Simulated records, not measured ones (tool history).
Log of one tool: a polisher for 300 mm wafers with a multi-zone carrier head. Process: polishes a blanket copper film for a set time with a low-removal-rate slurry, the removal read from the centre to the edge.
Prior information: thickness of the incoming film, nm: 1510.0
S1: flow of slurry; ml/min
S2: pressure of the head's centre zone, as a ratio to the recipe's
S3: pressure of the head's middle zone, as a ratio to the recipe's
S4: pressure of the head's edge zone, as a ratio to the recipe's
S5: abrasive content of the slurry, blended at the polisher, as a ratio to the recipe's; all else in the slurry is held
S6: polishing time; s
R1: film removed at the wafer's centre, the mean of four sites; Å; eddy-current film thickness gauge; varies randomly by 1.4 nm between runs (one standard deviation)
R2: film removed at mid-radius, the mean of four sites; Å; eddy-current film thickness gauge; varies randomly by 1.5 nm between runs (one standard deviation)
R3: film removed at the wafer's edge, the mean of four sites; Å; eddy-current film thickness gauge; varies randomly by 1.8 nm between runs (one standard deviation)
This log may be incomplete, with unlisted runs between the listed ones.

| run | hour | S1 | S2 | S3 | S4 | S5 | S6 | R1 | R2 | R3 |
|---|---|---|---|---|---|---|---|---|---|---|
| 1 | 0.0 | 165 | 1.00 | 1.00 | 1.00 | 1.00 | 53 | 1398.2 | 1421.2 | 1450.0 |
| 2 | 5.3 | 185 | 1.04 | 1.01 | 1.04 | 1.05 | 53 | 1518.1 | 1494.9 | 1495.5 |
| 3 | 6.8 | 185 | 1.04 | 1.01 | 1.07 | 1.05 | 53 | 1507.3 | 1440.7 | 1495.7 |
| 4 | 8.1 | 185 | 1.04 | 1.09 | 1.07 | 1.05 | 53 | 1494.7 | 1551.7 | 1492.7 |
| 5 | 9.6 | 195 | 1.06 | 1.07 | 1.10 | 1.15 | 53 | 1590.9 | 1554.0 | 1554.0 |
| 6 | 14.8 | 195 | 1.06 | 1.07 | 1.10 | 1.15 | 48 | 1408.5 | 1428.8 | 1409.7 |

Estimate the outcome of run 7 from the log above:
| 7 | 21.1 | 205 | 1.08 | 1.06 | 1.12 | 1.25 | 49 | ? | ? | ? |

Run 7 produced R1 1512.1 Å, R2 1465.7 Å, R3 1498.2 Å.
